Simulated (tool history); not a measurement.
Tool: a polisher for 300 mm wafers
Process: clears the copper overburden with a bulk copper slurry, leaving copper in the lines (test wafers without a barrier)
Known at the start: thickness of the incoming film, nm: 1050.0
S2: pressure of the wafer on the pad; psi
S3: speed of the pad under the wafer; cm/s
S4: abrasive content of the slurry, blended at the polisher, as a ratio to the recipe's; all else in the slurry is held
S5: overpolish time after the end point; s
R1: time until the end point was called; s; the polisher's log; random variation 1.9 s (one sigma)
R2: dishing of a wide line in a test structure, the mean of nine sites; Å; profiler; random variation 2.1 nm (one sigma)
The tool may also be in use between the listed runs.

run 1 day=0.000 | flow_of_slurry_(ml/min)=140 S2=2.3 S3=92 S4=1.00 S5=26 | R1=174.64 R2=725.92
run 2 day=0.096 | flow_of_slurry_(ml/min)=125 S2=2.3 S3=92 S4=1.00 S5=26 | R1=181.54 R2=725.25
run 3 day=0.412 | flow_of_slurry_(ml/min)=125 S2=2.3 S3=84 S4=1.00 S5=26 | R1=197.41 R2=702.97
run 4 day=0.467 | flow_of_slurry_(ml/min)=125 S2=2.3 S3=84 S4=1.15 S5=26 | R1=182.99 R2=719.85
run 5 day=0.604 | flow_of_slurry_(ml/min)=125 S2=2.3 S3=84 S4=1.15 S5=15 | R1=186.19 R2=497.51
run 6 day=0.738 | flow_of_slurry_(ml/min)=125 S2=2.9 S3=84 S4=1.15 S5=15 | R1=153.27 R2=579.96
run 7 day=0.896 | flow_of_slurry_(ml/min)=125 S2=3.0 S3=84 S4=1.15 S5=17 | R1=145.88 R2=703.09
run 8 day=1.171 | flow_of_slurry_(ml/min)=125 S2=3.0 S3=84 S4=1.15 S5=18 | R1=147.62 R2=659.97
run 9 day=1.521 | flow_of_slurry_(ml/min)=125 S2=3.0 S3=84 S4=1.15 S5=18 | R1=144.65 R2=702.67

Run 10 comes next. What will it give?
run 10 day=1.862 | flow_of_slurry_(ml/min)=125 S2=3.0 S3=84 S4=1.15 S5=19 | R1=? R2=?

Run 10 gave R1 145.21 s, R2 729.20 Å.

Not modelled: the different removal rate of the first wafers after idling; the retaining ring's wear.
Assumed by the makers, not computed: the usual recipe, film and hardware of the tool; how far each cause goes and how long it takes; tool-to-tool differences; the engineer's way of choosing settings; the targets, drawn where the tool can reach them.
